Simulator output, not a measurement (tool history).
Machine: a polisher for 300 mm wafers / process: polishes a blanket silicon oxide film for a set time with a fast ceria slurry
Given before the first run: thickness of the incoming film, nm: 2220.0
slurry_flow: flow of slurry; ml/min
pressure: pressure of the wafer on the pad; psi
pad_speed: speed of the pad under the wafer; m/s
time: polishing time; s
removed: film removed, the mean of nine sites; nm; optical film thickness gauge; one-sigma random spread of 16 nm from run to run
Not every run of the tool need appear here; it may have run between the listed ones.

run	day	slurry_flow	pressure	pad_speed	time	removed
1	0	160	2.3	0.98	85	1156.5
2	0.104	165	2.4	0.98	85	1191.4
3	0.312	165	2.5	0.98	85	1235.9
4	0.654	165	2.5	0.98	85	1228.6
5	1.021	165	2.5	0.98	85	1222.6
6	1.379	165	2.7	0.98	85	1294.1

The next listed run, before its measurement:
7	1.583	165	2.8	1	85	?

{"run 7": {"removed": 1390.5}}
